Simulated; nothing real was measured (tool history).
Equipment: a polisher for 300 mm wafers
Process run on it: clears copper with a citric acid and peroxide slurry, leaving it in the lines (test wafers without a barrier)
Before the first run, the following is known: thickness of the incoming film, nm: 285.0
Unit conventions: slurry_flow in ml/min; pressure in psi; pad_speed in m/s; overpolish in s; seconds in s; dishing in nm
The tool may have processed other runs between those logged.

run  hour  slurry_flow  pressure  pad_speed  slurry_solids  overpolish  seconds  dishing
  1     0          185       2.7       1.14              1          26   103.91   52.611
  2   0.6          185       2.8       1.14              1          27   102.08   55.142
  3   2.8          185       2.5       1.14              1          27   110.74   50.997
  4   9.3          185       2.6       1.14              1          28   104.44   53.925
  5  16.5          185       2.6       1.14              1          35   108.73   66.166
  6    23          185       2.7       1.14              1          35   104.87    68.23

Run 7, settings as shown, results not yet in. Your forecast:
  7  24.7          185       2.8       1.14              1          35        ?        ?

seconds: 102.44 s
dishing: 66.888 nm

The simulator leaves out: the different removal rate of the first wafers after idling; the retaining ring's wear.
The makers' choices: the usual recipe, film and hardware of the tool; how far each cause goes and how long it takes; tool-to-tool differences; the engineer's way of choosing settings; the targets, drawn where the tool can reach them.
